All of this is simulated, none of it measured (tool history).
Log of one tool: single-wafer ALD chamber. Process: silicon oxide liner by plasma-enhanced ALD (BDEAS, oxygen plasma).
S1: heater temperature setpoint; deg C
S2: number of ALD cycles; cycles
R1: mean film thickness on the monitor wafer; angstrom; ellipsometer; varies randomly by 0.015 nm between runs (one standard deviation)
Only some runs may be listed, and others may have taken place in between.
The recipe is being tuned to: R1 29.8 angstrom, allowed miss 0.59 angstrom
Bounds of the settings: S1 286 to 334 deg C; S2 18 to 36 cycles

{"run": 1, "day": 0.0, "S1": 310, "S2": 27, "R1": 26.223}
{"run": 2, "day": 0.154, "S1": 299, "S2": 27, "R1": 26.804}
{"run": 3, "day": 0.321, "S1": 309, "S2": 27, "R1": 26.437}
{"run": 4, "day": 0.542, "S1": 313, "S2": 27, "R1": 26.368}
{"run": 5, "day": 0.733, "S1": 313, "S2": 24, "R1": 23.388}
{"run": 6, "day": 0.862, "S1": 313, "S2": 22, "R1": 21.513}
{"run": 7, "day": 0.95, "S1": 310, "S2": 26, "R1": 25.218}
{"run": 8, "day": 1.117, "S1": 310, "S2": 27, "R1": 26.673}
{"run": 9, "day": 1.212, "S1": 310, "S2": 29, "R1": 28.439}
{"run": 10, "day": 1.558, "S1": 310, "S2": 29, "R1": 28.674}

Exercise: of the 4 proposed moves below, exactly one satisfies all targets within the stated allowed misses. Which move is it?
{"run": "A", "day": 1.904, "S1": 304, "S2": 30, "R1": "?"}
{"run": "B", "day": 1.904, "S1": 314, "S2": 29, "R1": "?"}
{"run": "C", "day": 1.904, "S1": 312, "S2": 32, "R1": "?"}
{"run": "D", "day": 1.904, "S1": 333, "S2": 29, "R1": "?"}

move=A R1=29.454
move=B R1=28.12
move=C R1=31.107
move=D R1=27.45
A: all results land within tolerance of their targets
B: the biggest miss grows against the last run
C: carries the result that was furthest off beyond its target, to the other side
D: the biggest miss grows against the last run
A is the move that brings every result within its allowed miss.
